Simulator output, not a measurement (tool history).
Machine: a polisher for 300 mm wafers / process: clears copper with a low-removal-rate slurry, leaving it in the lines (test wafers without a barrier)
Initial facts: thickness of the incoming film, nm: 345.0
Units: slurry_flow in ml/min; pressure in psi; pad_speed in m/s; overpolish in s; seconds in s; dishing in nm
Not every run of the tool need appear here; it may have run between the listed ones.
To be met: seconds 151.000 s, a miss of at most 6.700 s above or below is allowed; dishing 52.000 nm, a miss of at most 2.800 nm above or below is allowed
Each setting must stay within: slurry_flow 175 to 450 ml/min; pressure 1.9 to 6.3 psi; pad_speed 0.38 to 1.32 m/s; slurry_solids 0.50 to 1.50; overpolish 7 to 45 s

{"run": 1, "hour": 0.0, "slurry_flow": 290, "pressure": 4.1, "pad_speed": 0.84, "slurry_solids": 1.0, "overpolish": 23, "seconds": 90.676, "dishing": 47.922}
{"run": 2, "hour": 2.9, "slurry_flow": 290, "pressure": 5.0, "pad_speed": 0.84, "slurry_solids": 1.0, "overpolish": 23, "seconds": 76.071, "dishing": 56.85}
{"run": 3, "hour": 10.1, "slurry_flow": 240, "pressure": 5.0, "pad_speed": 0.84, "slurry_solids": 1.0, "overpolish": 23, "seconds": 73.799, "dishing": 57.41}
{"run": 4, "hour": 12.7, "slurry_flow": 240, "pressure": 5.0, "pad_speed": 0.84, "slurry_solids": 1.0, "overpolish": 16, "seconds": 75.723, "dishing": 42.628}
{"run": 5, "hour": 15.7, "slurry_flow": 240, "pressure": 4.3, "pad_speed": 0.82, "slurry_solids": 1.0, "overpolish": 21, "seconds": 88.167, "dishing": 44.862}
{"run": 6, "hour": 17.8, "slurry_flow": 245, "pressure": 3.7, "pad_speed": 0.8, "slurry_solids": 1.0, "overpolish": 25, "seconds": 106.23, "dishing": 44.556}
{"run": 7, "hour": 25.4, "slurry_flow": 245, "pressure": 3.4, "pad_speed": 0.8, "slurry_solids": 1.0, "overpolish": 28, "seconds": 114.75, "dishing": 46.987}
{"run": 8, "hour": 27.3, "slurry_flow": 245, "pressure": 2.3, "pad_speed": 0.78, "slurry_solids": 1.0, "overpolish": 38, "seconds": 173.04, "dishing": 41.165}
{"run": 9, "hour": 28.4, "slurry_flow": 245, "pressure": 2.4, "pad_speed": 0.78, "slurry_solids": 1.0, "overpolish": 39, "seconds": 163.77, "dishing": 44.567}
{"run": 10, "hour": 32.4, "slurry_flow": 245, "pressure": 2.5, "pad_speed": 0.78, "slurry_solids": 1.0, "overpolish": 40, "seconds": 161.75, "dishing": 46.201}
{"run": 11, "hour": 36.4, "slurry_flow": 245, "pressure": 2.6, "pad_speed": 0.78, "slurry_solids": 1.0, "overpolish": 41, "seconds": 153.14, "dishing": 48.267}

5 next moves are on the table. One of them brings every result within its allowed miss. Which?
{"run": "A", "hour": 40.4, "slurry_flow": 230, "pressure": 2.9, "pad_speed": 0.82, "slurry_solids": 0.9, "overpolish": 35, "seconds": "?", "dishing": "?"}
{"run": "B", "hour": 40.4, "slurry_flow": 265, "pressure": 2.9, "pad_speed": 0.68, "slurry_solids": 0.7, "overpolish": 41, "seconds": "?", "dishing": "?"}
{"run": "C", "hour": 40.4, "slurry_flow": 260, "pressure": 2.2, "pad_speed": 0.82, "slurry_solids": 1.0, "overpolish": 42, "seconds": "?", "dishing": "?"}
{"run": "D", "hour": 40.4, "slurry_flow": 285, "pressure": 2.1, "pad_speed": 1.04, "slurry_solids": 0.65, "overpolish": 45, "seconds": "?", "dishing": "?"}
{"run": "E", "hour": 40.4, "slurry_flow": 185, "pressure": 2.6, "pad_speed": 0.72, "slurry_solids": 0.95, "overpolish": 42, "seconds": "?", "dishing": "?"}

move=A seconds=133.690 dishing=47.540
move=B seconds=166.970 dishing=45.259
move=C seconds=167.080 dishing=45.118
move=D seconds=151.740 dishing=50.677
move=E seconds=171.800 dishing=44.759
A: moves away from the targets compared with the last run
B: moves away from the targets compared with the last run
C: moves away from the targets compared with the last run
D: every result lands within tolerance
E: moves away from the targets compared with the last run
D is the move that brings every result within its allowed miss.
